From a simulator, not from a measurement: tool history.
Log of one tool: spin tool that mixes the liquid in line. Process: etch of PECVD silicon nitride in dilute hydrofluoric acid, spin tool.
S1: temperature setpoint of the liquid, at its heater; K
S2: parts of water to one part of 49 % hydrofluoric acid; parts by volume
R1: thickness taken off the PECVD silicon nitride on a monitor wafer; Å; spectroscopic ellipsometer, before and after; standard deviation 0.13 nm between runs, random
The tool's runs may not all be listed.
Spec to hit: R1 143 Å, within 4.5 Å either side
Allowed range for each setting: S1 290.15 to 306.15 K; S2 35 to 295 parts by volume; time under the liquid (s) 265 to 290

{"run": 1, "hour": 0.0, "S1": 298.15, "S2": 165, "time under the liquid (s)": 265, "R1": 48.403}
{"run": 2, "hour": 1.3, "S1": 300.15, "S2": 135, "time under the liquid (s)": 265, "R1": 67.177}
{"run": 3, "hour": 9.1, "S1": 298.15, "S2": 135, "time under the liquid (s)": 265, "R1": 59.705}
{"run": 4, "hour": 14.6, "S1": 298.15, "S2": 180, "time under the liquid (s)": 265, "R1": 44.429}
{"run": 5, "hour": 22.0, "S1": 298.15, "S2": 205, "time under the liquid (s)": 265, "R1": 39.35}
{"run": 6, "hour": 23.2, "S1": 298.15, "S2": 205, "time under the liquid (s)": 265, "R1": 39.757}
{"run": 7, "hour": 25.9, "S1": 300.15, "S2": 165, "time under the liquid (s)": 265, "R1": 55.448}
{"run": 8, "hour": 34.1, "S1": 301.65, "S2": 135, "time under the liquid (s)": 265, "R1": 73.985}
{"run": 9, "hour": 39.4, "S1": 301.65, "S2": 135, "time under the liquid (s)": 265, "R1": 73.893}
{"run": 10, "hour": 42.5, "S1": 302.65, "S2": 115, "time under the liquid (s)": 265, "R1": 93.999}
{"run": 11, "hour": 46.2, "S1": 303.65, "S2": 110, "time under the liquid (s)": 265, "R1": 103.24}
{"run": 12, "hour": 48.4, "S1": 306.15, "S2": 75, "time under the liquid (s)": 265, "R1": 178.93}
{"run": 13, "hour": 52.4, "S1": 306.15, "S2": 75, "time under the liquid (s)": 265, "R1": 178.01}
{"run": 14, "hour": 54.2, "S1": 302.15, "S2": 75, "time under the liquid (s)": 265, "R1": 138.91}

Which single option among these 4 for the next run brings every result within its allowed miss of target? Just one does.
{"run": "A", "hour": 56.0, "S1": 303.15, "S2": 85, "time under the liquid (s)": 265, "R1": "?"}
{"run": "B", "hour": 56.0, "S1": 301.65, "S2": 70, "time under the liquid (s)": 265, "R1": "?"}
{"run": "C", "hour": 56.0, "S1": 302.65, "S2": 80, "time under the liquid (s)": 265, "R1": "?"}
{"run": "D", "hour": 56.0, "S1": 299.65, "S2": 70, "time under the liquid (s)": 275, "R1": "?"}

move=A R1=128.65
move=B R1=141.89
move=C R1=132.43
move=D R1=129.29
A: further off than the last run
B: each result inside its tolerance
C: further off than the last run
D: further off than the last run
Correct choice: B, which meets every target
